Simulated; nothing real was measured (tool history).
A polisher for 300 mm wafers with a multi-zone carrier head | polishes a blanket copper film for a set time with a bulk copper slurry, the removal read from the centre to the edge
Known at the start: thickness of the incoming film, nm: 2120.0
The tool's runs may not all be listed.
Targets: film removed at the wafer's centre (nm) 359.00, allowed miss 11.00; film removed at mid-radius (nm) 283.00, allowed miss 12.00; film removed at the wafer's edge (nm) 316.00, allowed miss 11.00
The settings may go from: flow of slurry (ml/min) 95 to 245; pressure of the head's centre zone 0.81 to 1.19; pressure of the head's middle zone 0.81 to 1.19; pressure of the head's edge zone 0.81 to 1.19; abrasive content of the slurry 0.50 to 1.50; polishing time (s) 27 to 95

run,hour,flow of slurry (ml/min),pressure of the head's centre zone,pressure of the head's middle zone,pressure of the head's edge zone,abrasive content of the slurry,polishing time (s),film removed at the wafer's centre (nm),film removed at mid-radius (nm),film removed at the wafer's edge (nm)
1,0.0,155,1.00,1.00,1.00,1.00,61,648.19,607.83,637.33
2,2.6,155,1.00,1.00,1.00,1.00,66,697.20,657.38,673.87
3,8.6,155,1.00,0.97,1.00,1.00,66,695.33,664.94,675.06
4,9.2,155,1.00,0.91,1.00,1.00,66,699.20,646.01,689.41
5,10.6,145,1.03,0.91,0.97,0.85,55,577.61,515.83,548.67
6,17.1,180,1.03,0.91,0.97,0.85,55,592.64,528.62,547.60
7,24.1,165,1.05,0.88,0.96,0.75,47,496.67,433.11,456.55
8,27.8,160,1.07,0.86,0.97,0.70,42,442.84,377.49,403.26
9,34.1,160,1.07,0.86,0.97,0.70,42,439.58,371.68,403.12
10,43.0,155,1.09,0.86,0.98,0.65,39,414.85,336.36,373.46
11,49.1,150,1.10,0.86,0.97,0.60,38,399.91,325.62,350.87
12,54.9,140,1.10,0.85,0.97,0.55,38,392.22,313.84,347.83
13,62.6,135,1.10,0.84,0.96,0.55,37,380.86,312.07,330.56
14,71.2,130,1.10,0.83,0.97,0.55,37,373.99,306.22,332.10
15,76.2,125,1.11,0.82,0.98,0.55,37,378.65,295.38,336.99
16,83.7,120,1.11,0.82,0.97,0.55,37,372.68,296.34,328.53
17,86.9,115,1.11,0.82,0.97,0.55,37,373.23,296.42,329.43

5 next moves are on the table. One of them brings every result within its allowed miss. Which?
A,90.1,115,1.09,0.91,0.92,0.75,35,?,?,?
B,90.1,95,1.19,0.81,1.08,0.70,36,?,?,?
C,90.1,150,1.02,0.96,0.82,0.50,37,?,?,?
D,90.1,110,1.04,0.81,0.96,0.55,36,?,?,?
E,90.1,130,1.11,0.81,0.96,0.60,35,?,?,?

move,film removed at the wafer's centre (nm),film removed at mid-radius (nm),film removed at the wafer's edge (nm)
A,364.59,304.92,327.08
B,390.18,285.63,346.88
C,351.51,320.19,317.53
D,335.74,280.75,322.39
E,364.47,284.29,324.08
A: brings the result that was furthest off to its target, and leaves another outside
B: further off than the last run
C: brings the result that was furthest off to its target, and leaves another outside
D: takes the result that was furthest off past its target
E: meets every target
The right move is E.

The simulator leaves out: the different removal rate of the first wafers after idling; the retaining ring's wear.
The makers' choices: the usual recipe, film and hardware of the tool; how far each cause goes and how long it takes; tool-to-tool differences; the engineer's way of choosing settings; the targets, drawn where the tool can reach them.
